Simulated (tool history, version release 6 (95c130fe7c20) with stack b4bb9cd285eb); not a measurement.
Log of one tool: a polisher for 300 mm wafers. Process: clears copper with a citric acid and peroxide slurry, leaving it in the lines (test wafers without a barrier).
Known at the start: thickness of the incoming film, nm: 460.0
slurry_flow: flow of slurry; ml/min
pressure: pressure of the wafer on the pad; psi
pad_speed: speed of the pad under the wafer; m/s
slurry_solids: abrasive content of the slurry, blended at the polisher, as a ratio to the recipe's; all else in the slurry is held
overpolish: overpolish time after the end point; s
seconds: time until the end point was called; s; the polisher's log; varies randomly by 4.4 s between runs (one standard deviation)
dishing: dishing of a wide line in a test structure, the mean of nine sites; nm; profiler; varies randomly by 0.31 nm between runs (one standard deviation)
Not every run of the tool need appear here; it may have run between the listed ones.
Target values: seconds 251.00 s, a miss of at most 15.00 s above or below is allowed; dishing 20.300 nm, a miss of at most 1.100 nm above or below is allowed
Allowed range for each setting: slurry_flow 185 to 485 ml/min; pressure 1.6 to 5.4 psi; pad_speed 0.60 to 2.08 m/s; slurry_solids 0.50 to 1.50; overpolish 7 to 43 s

run 1 hour=0.0 | slurry_flow=310 pressure=3.5 pad_speed=1.34 slurry_solids=1.00 overpolish=22 | seconds=140.89 dishing=41.702
run 2 hour=3.4 | slurry_flow=310 pressure=3.5 pad_speed=1.34 slurry_solids=1.00 overpolish=15 | seconds=141.04 dishing=31.723
run 3 hour=11.2 | slurry_flow=310 pressure=3.9 pad_speed=1.34 slurry_solids=1.00 overpolish=15 | seconds=128.19 dishing=35.193
run 4 hour=16.4 | slurry_flow=310 pressure=3.2 pad_speed=1.30 slurry_solids=1.00 overpolish=16 | seconds=162.94 dishing=30.124
run 5 hour=20.6 | slurry_flow=310 pressure=3.2 pad_speed=1.30 slurry_solids=1.00 overpolish=20 | seconds=158.47 dishing=37.063
run 6 hour=23.5 | slurry_flow=310 pressure=2.9 pad_speed=1.24 slurry_solids=1.00 overpolish=18 | seconds=186.44 dishing=29.842
run 7 hour=25.9 | slurry_flow=310 pressure=1.9 pad_speed=1.22 slurry_solids=1.00 overpolish=14 | seconds=275.54 dishing=17.185
run 8 hour=32.6 | slurry_flow=310 pressure=2.0 pad_speed=1.22 slurry_solids=1.00 overpolish=15 | seconds=262.93 dishing=18.572

4 candidate next runs follow, results not yet known. Just one meets every target within its allowed miss. Identify it.
run A hour=39.3 | slurry_flow=265 pressure=2.0 pad_speed=1.40 slurry_solids=0.85 overpolish=16 | seconds=? dishing=?
run B hour=39.3 | slurry_flow=255 pressure=2.1 pad_speed=1.02 slurry_solids=1.05 overpolish=21 | seconds=? dishing=?
run C hour=39.3 | slurry_flow=320 pressure=2.0 pad_speed=1.14 slurry_solids=1.00 overpolish=21 | seconds=? dishing=?
run D hour=39.3 | slurry_flow=365 pressure=1.9 pad_speed=1.04 slurry_solids=1.15 overpolish=21 | seconds=? dishing=?

move=A seconds=245.48 dishing=20.397
move=B seconds=287.27 dishing=22.590
move=C seconds=274.24 dishing=23.439
move=D seconds=296.11 dishing=21.904
A: all results in spec
B: takes the result that was furthest off past its target
C: takes the result that was furthest off past its target
D: takes the result that was furthest off past its target
The move that meets every target is A.

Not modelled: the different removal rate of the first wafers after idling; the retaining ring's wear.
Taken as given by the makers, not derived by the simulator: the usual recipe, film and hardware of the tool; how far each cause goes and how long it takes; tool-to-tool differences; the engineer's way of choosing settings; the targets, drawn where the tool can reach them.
